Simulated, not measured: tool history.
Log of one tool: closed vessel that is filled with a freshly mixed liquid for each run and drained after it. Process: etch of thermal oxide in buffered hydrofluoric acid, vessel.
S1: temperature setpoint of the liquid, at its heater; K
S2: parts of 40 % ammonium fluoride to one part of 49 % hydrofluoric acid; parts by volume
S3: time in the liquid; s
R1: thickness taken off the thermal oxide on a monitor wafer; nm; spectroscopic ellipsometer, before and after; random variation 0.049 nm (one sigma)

| run | hour | S1 | S2 | S3 | R1 |
|---|---|---|---|---|---|
| 1 | 0.0 | 296.15 | 22.0 | 35 | 17.406 |
| 2 | 5.2 | 296.15 | 22.0 | 35 | 17.403 |
| 3 | 10.2 | 296.15 | 28.0 | 35 | 14.725 |
| 4 | 18.5 | 296.65 | 28.0 | 35 | 15.135 |
|  | 21.5 | thermometer replaced |
| 5 | 21.5 | 298.65 | 28.0 | 35 | 18.194 |
| 6 | 30.3 | 298.65 | 25.5 | 35 | 19.351 |
| 7 | 39.1 | 298.15 | 25.5 | 35 | 18.771 |
| 8 | 41.8 | 297.65 | 25.5 | 35 | 18.359 |

Forecast run 9:
| 9 | 45.3 | 297.65 | 25.5 | 35 | ? |

{"run 9": {"R1": 18.256}}
